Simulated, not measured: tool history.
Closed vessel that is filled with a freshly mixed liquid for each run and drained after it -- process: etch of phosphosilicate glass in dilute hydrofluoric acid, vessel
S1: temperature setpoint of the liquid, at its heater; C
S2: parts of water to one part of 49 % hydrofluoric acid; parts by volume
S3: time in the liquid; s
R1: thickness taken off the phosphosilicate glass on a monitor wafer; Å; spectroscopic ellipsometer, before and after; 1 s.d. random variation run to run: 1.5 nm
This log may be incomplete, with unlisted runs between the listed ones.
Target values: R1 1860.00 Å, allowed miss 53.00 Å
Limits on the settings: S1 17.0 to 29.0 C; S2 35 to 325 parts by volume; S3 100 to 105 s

run	day	S1	S2	S3	R1
1	0.000	21.0	180	100	413.87
2	0.304	24.0	180	100	460.77
3	0.654	25.5	130	100	715.69
4	0.821	26.5	100	100	1010.40
5	0.921	29.0	100	100	1103.40
6	1.088	29.0	80	100	1409.30
7	1.112	29.0	70	100	1658.20
8	1.158	29.0	55	100	2166.40
9	1.367	27.0	55	100	1984.10

4 candidate next runs follow, results not yet known. Just one meets every target within its allowed miss. Identify it.
A	1.575	24.5	45	100	?
B	1.575	28.5	65	105	?
C	1.575	26.5	55	105	?
D	1.575	27.0	55	105	?

move	R1
A	2250.70
B	1868.20
C	2068.70
D	2110.60
A: its largest miss is bigger than the last run's
B: hits every target within its allowed miss
C: its largest miss is bigger than the last run's
D: its largest miss is bigger than the last run's
Correct choice: B, which meets every target

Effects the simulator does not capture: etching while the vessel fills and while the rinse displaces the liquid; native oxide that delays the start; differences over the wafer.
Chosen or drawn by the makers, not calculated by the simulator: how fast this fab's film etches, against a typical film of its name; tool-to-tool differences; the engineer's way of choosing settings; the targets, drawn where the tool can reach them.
